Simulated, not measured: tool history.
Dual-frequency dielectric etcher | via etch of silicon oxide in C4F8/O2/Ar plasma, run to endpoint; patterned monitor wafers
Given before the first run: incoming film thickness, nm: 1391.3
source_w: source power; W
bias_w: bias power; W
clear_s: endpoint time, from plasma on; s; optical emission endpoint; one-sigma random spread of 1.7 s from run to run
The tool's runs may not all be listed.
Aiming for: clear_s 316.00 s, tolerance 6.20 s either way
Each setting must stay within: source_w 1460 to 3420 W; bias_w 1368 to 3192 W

run  hour  source_w  bias_w  clear_s
  1   0.0      2440    2280   236.16
  2   3.9      2810    2280   221.00
  3  10.5      2810    2562   213.88
  4  18.0      2550    2333   230.49
  5  21.0      2550    2055   238.35
  6  23.6      2390    2055   246.57
  7  24.9      2210    1947   262.04
  8  30.7      2070    1900   270.46
  9  33.8      1960    1854   280.22
 10  41.8      1870    1831   283.79
 11  49.6      1790    1793   293.11
 12  54.0      1730    1782   299.37
 13  55.3      1690    1776   304.57
 14  60.9      1660    1773   306.23
 15  64.1      1640    1770   309.18
 16  72.9      1630    1768   307.28

Of the 4 settings listed for the next run, only one would bring every result within its allowed miss of target. Which one?
  A  81.7      1460    1631        ?
  B  81.7      1520    1829        ?
  C  81.7      1580    1519        ?
  D  81.7      1580    1504        ?

move  clear_s
   A   334.82
   B   317.21
   C   328.54
   D   329.48
A: takes the result that was furthest off past its target
B: all results in spec
C: takes the result that was furthest off past its target
D: takes the result that was furthest off past its target
Move B is the one to make.
